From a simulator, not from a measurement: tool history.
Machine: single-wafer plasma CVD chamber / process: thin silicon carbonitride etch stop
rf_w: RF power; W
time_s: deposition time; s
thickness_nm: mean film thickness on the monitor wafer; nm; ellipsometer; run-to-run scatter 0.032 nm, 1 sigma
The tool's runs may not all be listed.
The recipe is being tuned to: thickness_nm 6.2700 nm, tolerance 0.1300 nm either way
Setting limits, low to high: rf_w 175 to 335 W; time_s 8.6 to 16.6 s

run 1 hour=0.0 | rf_w=255 time_s=12.6 | thickness_nm=7.8067
run 2 hour=7.1 | rf_w=255 time_s=14.3 | thickness_nm=8.8709
run 3 hour=14.6 | rf_w=255 time_s=12.9 | thickness_nm=7.9277
run 4 hour=16.0 | rf_w=275 time_s=12.9 | thickness_nm=8.2905
run 5 hour=18.9 | rf_w=255 time_s=12.5 | thickness_nm=7.7168
run 6 hour=24.6 | rf_w=230 time_s=12.5 | thickness_nm=7.5850
run 7 hour=32.0 | rf_w=225 time_s=12.0 | thickness_nm=7.1733
run 8 hour=38.5 | rf_w=185 time_s=10.8 | thickness_nm=6.0186
run 9 hour=46.2 | rf_w=190 time_s=10.8 | thickness_nm=6.0911

Pick the move, out of 4, that brings all results within their allowed miss; only one does.
run A hour=53.9 | rf_w=185 time_s=10.8 | thickness_nm=?
run B hour=53.9 | rf_w=230 time_s=10.5 | thickness_nm=?
run C hour=53.9 | rf_w=200 time_s=10.5 | thickness_nm=?
run D hour=53.9 | rf_w=195 time_s=10.1 | thickness_nm=?

move=A thickness_nm=6.0303
move=B thickness_nm=6.3020
move=C thickness_nm=6.0176
move=D thickness_nm=5.7397
A: further off than the last run
B: in spec on every target
C: further off than the last run
D: further off than the last run
The move that meets every target is B.

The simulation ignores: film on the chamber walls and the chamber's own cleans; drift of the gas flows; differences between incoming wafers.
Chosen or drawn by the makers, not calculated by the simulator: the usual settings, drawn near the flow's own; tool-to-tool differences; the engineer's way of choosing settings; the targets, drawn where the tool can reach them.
